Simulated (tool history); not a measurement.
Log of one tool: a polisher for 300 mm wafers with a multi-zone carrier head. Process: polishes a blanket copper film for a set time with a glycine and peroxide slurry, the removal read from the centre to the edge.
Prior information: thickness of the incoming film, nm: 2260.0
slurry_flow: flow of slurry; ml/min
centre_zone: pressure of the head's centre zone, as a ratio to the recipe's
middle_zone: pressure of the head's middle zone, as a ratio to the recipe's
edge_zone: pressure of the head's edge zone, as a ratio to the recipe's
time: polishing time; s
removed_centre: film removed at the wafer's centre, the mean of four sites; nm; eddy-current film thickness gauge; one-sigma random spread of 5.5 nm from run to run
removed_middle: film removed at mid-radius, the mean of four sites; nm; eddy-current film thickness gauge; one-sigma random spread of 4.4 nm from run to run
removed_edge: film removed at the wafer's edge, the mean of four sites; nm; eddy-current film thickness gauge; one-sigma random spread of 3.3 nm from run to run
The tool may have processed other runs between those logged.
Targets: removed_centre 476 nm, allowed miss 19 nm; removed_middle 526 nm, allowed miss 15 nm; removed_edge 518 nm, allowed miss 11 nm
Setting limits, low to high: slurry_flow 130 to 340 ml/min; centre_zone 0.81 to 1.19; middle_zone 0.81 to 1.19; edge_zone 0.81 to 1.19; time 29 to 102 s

{"run": 1, "hour": 0.0, "slurry_flow": 220, "centre_zone": 1, "middle_zone": 1, "edge_zone": 1, "time": 65, "removed_centre": 330.94, "removed_middle": 319.65, "removed_edge": 332.67}
{"run": 2, "hour": 3.9, "slurry_flow": 220, "centre_zone": 1.04, "middle_zone": 1, "edge_zone": 1, "time": 65, "removed_centre": 336.56, "removed_middle": 317.11, "removed_edge": 335.06}
{"run": 3, "hour": 12.6, "slurry_flow": 220, "centre_zone": 1.09, "middle_zone": 1, "edge_zone": 1, "time": 65, "removed_centre": 345.94, "removed_middle": 319.82, "removed_edge": 333.32}
{"run": 4, "hour": 21.7, "slurry_flow": 230, "centre_zone": 1.08, "middle_zone": 1.03, "edge_zone": 1.03, "time": 69, "removed_centre": 379.31, "removed_middle": 347.87, "removed_edge": 358.23}
{"run": 5, "hour": 27.8, "slurry_flow": 230, "centre_zone": 1.05, "middle_zone": 1.03, "edge_zone": 1.03, "time": 69, "removed_centre": 365.06, "removed_middle": 351.89, "removed_edge": 358.89}
{"run": 6, "hour": 31.1, "slurry_flow": 230, "centre_zone": 1.05, "middle_zone": 1.03, "edge_zone": 1.08, "time": 69, "removed_centre": 357.18, "removed_middle": 348.16, "removed_edge": 367.93}
{"run": 7, "hour": 38.1, "slurry_flow": 235, "centre_zone": 1.04, "middle_zone": 1.05, "edge_zone": 1.1, "time": 73, "removed_centre": 379.28, "removed_middle": 380.32, "removed_edge": 394.77}
{"run": 8, "hour": 40.4, "slurry_flow": 240, "centre_zone": 1.04, "middle_zone": 1.06, "edge_zone": 1.11, "time": 76, "removed_centre": 392.1, "removed_middle": 394.38, "removed_edge": 408.4}
{"run": 9, "hour": 42.8, "slurry_flow": 240, "centre_zone": 1.03, "middle_zone": 1.07, "edge_zone": 1.12, "time": 79, "removed_centre": 421.58, "removed_middle": 414.99, "removed_edge": 427.96}
{"run": 10, "hour": 45.2, "slurry_flow": 245, "centre_zone": 1.01, "middle_zone": 1.08, "edge_zone": 1.13, "time": 81, "removed_centre": 413.3, "removed_middle": 430.76, "removed_edge": 445.26}

Of the 5 settings listed for the next run, only one would bring every result within its allowed miss of target. Which one?
{"run": "A", "hour": 47.6, "slurry_flow": 275, "centre_zone": 1, "middle_zone": 1.16, "edge_zone": 1.16, "time": 93, "removed_centre": "?", "removed_middle": "?", "removed_edge": "?"}
{"run": "B", "hour": 47.6, "slurry_flow": 230, "centre_zone": 0.83, "middle_zone": 1.02, "edge_zone": 1.19, "time": 98, "removed_centre": "?", "removed_middle": "?", "removed_edge": "?"}
{"run": "C", "hour": 47.6, "slurry_flow": 195, "centre_zone": 1.18, "middle_zone": 1.19, "edge_zone": 0.87, "time": 81, "removed_centre": "?", "removed_middle": "?", "removed_edge": "?"}
{"run": "D", "hour": 47.6, "slurry_flow": 250, "centre_zone": 0.92, "middle_zone": 1.17, "edge_zone": 1.18, "time": 92, "removed_centre": "?", "removed_middle": "?", "removed_edge": "?"}
{"run": "E", "hour": 47.6, "slurry_flow": 255, "centre_zone": 0.82, "middle_zone": 1.12, "edge_zone": 1.19, "time": 86, "removed_centre": "?", "removed_middle": "?", "removed_edge": "?"}

move=A removed_centre=488.36 removed_middle=530.39 removed_edge=526.9
move=B removed_centre=436.97 removed_middle=493.42 removed_edge=555.2
move=C removed_centre=462.48 removed_middle=452.4 removed_edge=386.77
move=D removed_centre=448.22 removed_middle=523.16 removed_edge=521.74
move=E removed_centre=385.41 removed_middle=472.96 removed_edge=491.01
A: hits every target within its allowed miss
B: the result that was furthest off in the last run now lies on the other side of its target
C: further off than the last run
D: corrects the largest miss of the last run, while another result sits out of spec
E: better than the last run, though not everything is in spec
Move A is the one to make.
